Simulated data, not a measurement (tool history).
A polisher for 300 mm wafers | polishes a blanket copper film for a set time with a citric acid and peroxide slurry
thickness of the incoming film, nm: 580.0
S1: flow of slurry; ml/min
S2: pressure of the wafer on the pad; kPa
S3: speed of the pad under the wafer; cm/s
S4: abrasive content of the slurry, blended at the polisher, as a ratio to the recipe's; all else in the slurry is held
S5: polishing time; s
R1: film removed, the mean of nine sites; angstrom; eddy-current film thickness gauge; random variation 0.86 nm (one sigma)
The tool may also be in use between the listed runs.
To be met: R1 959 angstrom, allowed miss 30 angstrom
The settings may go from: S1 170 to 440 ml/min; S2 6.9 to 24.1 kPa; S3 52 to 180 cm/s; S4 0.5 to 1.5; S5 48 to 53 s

run  hour   S1    S2   S3  S4  S5      R1
  1     0  280  15.2  116   1  53  1142.1
  2   2.5  315  15.2  116   1  53  1172.5
  3   7.9  305  14.5  116   1  53  1118.3
  4  13.7  305  14.5  104   1  53  1012.4
  5  20.8  305  14.5  120   1  53  1164.1
  6  26.4  295  13.8  120   1  53  1106.2
  7  29.3  285  13.1  120   1  53  1081.1
  8  37.4  285  12.4  120   1  53  1042.7
  9  43.4  285  11.7  120   1  53  1011.2

5 next moves are on the table. One of them brings every result within its allowed miss. Which?
  A  49.4  270  13.1  118  0.95  48   ?
  B  49.4  330  10.3  138  0.85  52   ?
  C  49.4  235  11.7  130  1.15  50   ?
  D  49.4  350  11.7  118   1.2  53   ?
  E  49.4  205  11.7  134  1.05  52   ?

move      R1
   A  937.13
   B  1007.1
   C  1056.5
   D  1061.2
   E  1088.7
A: meets every target
B: nearer than the last run, and not there yet
C: further off than the last run
D: further off than the last run
E: further off than the last run
The right move is A.

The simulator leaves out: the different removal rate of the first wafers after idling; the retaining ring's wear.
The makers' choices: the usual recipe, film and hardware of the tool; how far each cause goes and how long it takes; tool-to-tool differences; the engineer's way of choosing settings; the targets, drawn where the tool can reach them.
